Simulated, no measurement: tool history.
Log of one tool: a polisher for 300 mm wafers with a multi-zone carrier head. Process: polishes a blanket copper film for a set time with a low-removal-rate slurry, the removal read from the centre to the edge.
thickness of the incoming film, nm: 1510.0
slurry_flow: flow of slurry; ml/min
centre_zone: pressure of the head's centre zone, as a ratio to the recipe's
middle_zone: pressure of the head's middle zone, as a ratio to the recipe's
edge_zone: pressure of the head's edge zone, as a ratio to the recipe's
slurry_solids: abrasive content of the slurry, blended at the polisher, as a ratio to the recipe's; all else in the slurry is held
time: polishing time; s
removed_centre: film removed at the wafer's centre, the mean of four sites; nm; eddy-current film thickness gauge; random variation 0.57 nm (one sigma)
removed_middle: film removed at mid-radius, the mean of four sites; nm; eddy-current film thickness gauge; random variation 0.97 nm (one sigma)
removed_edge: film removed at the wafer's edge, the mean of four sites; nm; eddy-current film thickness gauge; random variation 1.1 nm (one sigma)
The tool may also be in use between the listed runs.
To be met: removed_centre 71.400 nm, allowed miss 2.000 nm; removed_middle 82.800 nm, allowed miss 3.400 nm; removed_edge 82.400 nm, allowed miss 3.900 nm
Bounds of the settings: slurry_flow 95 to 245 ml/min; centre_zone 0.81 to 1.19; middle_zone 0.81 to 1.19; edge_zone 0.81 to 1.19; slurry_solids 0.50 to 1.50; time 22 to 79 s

{"run": 1, "hour": 0.0, "slurry_flow": 155, "centre_zone": 1.0, "middle_zone": 1.0, "edge_zone": 1.0, "slurry_solids": 1.0, "time": 50, "removed_centre": 207.76, "removed_middle": 202.68, "removed_edge": 207.24}
{"run": 2, "hour": 4.3, "slurry_flow": 145, "centre_zone": 0.97, "middle_zone": 0.97, "edge_zone": 0.97, "slurry_solids": 0.9, "time": 45, "removed_centre": 173.19, "removed_middle": 174.19, "removed_edge": 172.83}
{"run": 3, "hour": 6.8, "slurry_flow": 145, "centre_zone": 0.97, "middle_zone": 0.97, "edge_zone": 0.97, "slurry_solids": 0.9, "time": 38, "removed_centre": 144.53, "removed_middle": 150.1, "removed_edge": 145.84}
{"run": 4, "hour": 10.0, "slurry_flow": 135, "centre_zone": 0.95, "middle_zone": 0.94, "edge_zone": 0.97, "slurry_solids": 0.85, "time": 35, "removed_centre": 126.99, "removed_middle": 128.47, "removed_edge": 134.1}
{"run": 5, "hour": 15.6, "slurry_flow": 175, "centre_zone": 0.95, "middle_zone": 0.94, "edge_zone": 0.97, "slurry_solids": 0.85, "time": 35, "removed_centre": 134.49, "removed_middle": 136.11, "removed_edge": 139.66}
{"run": 6, "hour": 20.8, "slurry_flow": 175, "centre_zone": 0.89, "middle_zone": 0.94, "edge_zone": 0.97, "slurry_solids": 0.85, "time": 35, "removed_centre": 124.46, "removed_middle": 137.52, "removed_edge": 138.37}
{"run": 7, "hour": 22.3, "slurry_flow": 165, "centre_zone": 0.88, "middle_zone": 0.93, "edge_zone": 0.95, "slurry_solids": 0.8, "time": 33, "removed_centre": 115.61, "removed_middle": 121.17, "removed_edge": 127.71}
{"run": 8, "hour": 24.0, "slurry_flow": 155, "centre_zone": 0.87, "middle_zone": 0.95, "edge_zone": 0.94, "slurry_solids": 0.75, "time": 31, "removed_centre": 102.94, "removed_middle": 114.61, "removed_edge": 112.29}
{"run": 9, "hour": 30.9, "slurry_flow": 145, "centre_zone": 0.86, "middle_zone": 0.95, "edge_zone": 0.94, "slurry_solids": 0.7, "time": 30, "removed_centre": 95.478, "removed_middle": 107.93, "removed_edge": 105.41}
{"run": 10, "hour": 35.4, "slurry_flow": 140, "centre_zone": 0.85, "middle_zone": 0.95, "edge_zone": 0.94, "slurry_solids": 0.65, "time": 29, "removed_centre": 88.707, "removed_middle": 99.98, "removed_edge": 102.22}
{"run": 11, "hour": 36.4, "slurry_flow": 135, "centre_zone": 0.84, "middle_zone": 0.95, "edge_zone": 0.93, "slurry_solids": 0.65, "time": 29, "removed_centre": 86.708, "removed_middle": 100.99, "removed_edge": 100.66}
{"run": 12, "hour": 38.0, "slurry_flow": 130, "centre_zone": 0.84, "middle_zone": 0.94, "edge_zone": 0.91, "slurry_solids": 0.65, "time": 29, "removed_centre": 86.161, "removed_middle": 99.972, "removed_edge": 98.239}
{"run": 13, "hour": 46.0, "slurry_flow": 125, "centre_zone": 0.84, "middle_zone": 0.93, "edge_zone": 0.9, "slurry_solids": 0.65, "time": 29, "removed_centre": 85.077, "removed_middle": 95.765, "removed_edge": 99.765}
{"run": 14, "hour": 54.2, "slurry_flow": 125, "centre_zone": 0.84, "middle_zone": 0.93, "edge_zone": 0.89, "slurry_solids": 0.65, "time": 28, "removed_centre": 82.142, "removed_middle": 92.198, "removed_edge": 93.492}
{"run": 15, "hour": 63.0, "slurry_flow": 120, "centre_zone": 0.84, "middle_zone": 0.93, "edge_zone": 0.88, "slurry_solids": 0.65, "time": 28, "removed_centre": 80.543, "removed_middle": 93.383, "removed_edge": 94.328}
{"run": 16, "hour": 66.7, "slurry_flow": 120, "centre_zone": 0.84, "middle_zone": 0.93, "edge_zone": 0.87, "slurry_solids": 0.65, "time": 28, "removed_centre": 82.228, "removed_middle": 93.473, "removed_edge": 92.047}
{"run": 17, "hour": 68.9, "slurry_flow": 115, "centre_zone": 0.84, "middle_zone": 0.93, "edge_zone": 0.86, "slurry_solids": 0.65, "time": 28, "removed_centre": 79.985, "removed_middle": 91.053, "removed_edge": 90.802}
{"run": 18, "hour": 72.5, "slurry_flow": 115, "centre_zone": 0.84, "middle_zone": 0.93, "edge_zone": 0.85, "slurry_solids": 0.65, "time": 28, "removed_centre": 80.394, "removed_middle": 91.331, "removed_edge": 91.424}
{"run": 19, "hour": 75.7, "slurry_flow": 105, "centre_zone": 0.82, "middle_zone": 0.93, "edge_zone": 0.82, "slurry_solids": 0.5, "time": 25, "removed_centre": 62.965, "removed_middle": 75.211, "removed_edge": 73.793}
{"run": 20, "hour": 82.0, "slurry_flow": 115, "centre_zone": 0.82, "middle_zone": 0.93, "edge_zone": 0.83, "slurry_solids": 0.5, "time": 25, "removed_centre": 65.795, "removed_middle": 75.924, "removed_edge": 75.162}
{"run": 21, "hour": 89.6, "slurry_flow": 120, "centre_zone": 0.82, "middle_zone": 0.93, "edge_zone": 0.84, "slurry_solids": 0.5, "time": 25, "removed_centre": 66.173, "removed_middle": 77.211, "removed_edge": 77.57}
{"run": 22, "hour": 96.3, "slurry_flow": 125, "centre_zone": 0.82, "middle_zone": 0.93, "edge_zone": 0.85, "slurry_solids": 0.5, "time": 25, "removed_centre": 67.17, "removed_middle": 77.977, "removed_edge": 76.694}

4 next moves are on the table. One of them brings every result within its allowed miss. Which?
{"run": "A", "hour": 103.0, "slurry_flow": 125, "centre_zone": 0.87, "middle_zone": 0.82, "edge_zone": 1.01, "slurry_solids": 0.6, "time": 26, "removed_centre": "?", "removed_middle": "?", "removed_edge": "?"}
{"run": "B", "hour": 103.0, "slurry_flow": 130, "centre_zone": 0.86, "middle_zone": 0.99, "edge_zone": 0.81, "slurry_solids": 0.6, "time": 24, "removed_centre": "?", "removed_middle": "?", "removed_edge": "?"}
{"run": "C", "hour": 103.0, "slurry_flow": 170, "centre_zone": 0.95, "middle_zone": 0.93, "edge_zone": 0.89, "slurry_solids": 0.55, "time": 22, "removed_centre": "?", "removed_middle": "?", "removed_edge": "?"}
{"run": "D", "hour": 103.0, "slurry_flow": 115, "centre_zone": 0.82, "middle_zone": 0.92, "edge_zone": 0.83, "slurry_solids": 0.5, "time": 27, "removed_centre": "?", "removed_middle": "?", "removed_edge": "?"}

move=A removed_centre=79.193 removed_middle=76.571 removed_edge=92.985
move=B removed_centre=73.168 removed_middle=83.503 removed_edge=77.915
move=C removed_centre=77.495 removed_middle=75.344 removed_edge=76.125
move=D removed_centre=72.369 removed_middle=81.920 removed_edge=83.044
A: takes the result that was furthest off past its target
B: brings the result that was furthest off to its target, and leaves another outside
C: takes the result that was furthest off past its target
D: meets every target
Move D is the one to make.

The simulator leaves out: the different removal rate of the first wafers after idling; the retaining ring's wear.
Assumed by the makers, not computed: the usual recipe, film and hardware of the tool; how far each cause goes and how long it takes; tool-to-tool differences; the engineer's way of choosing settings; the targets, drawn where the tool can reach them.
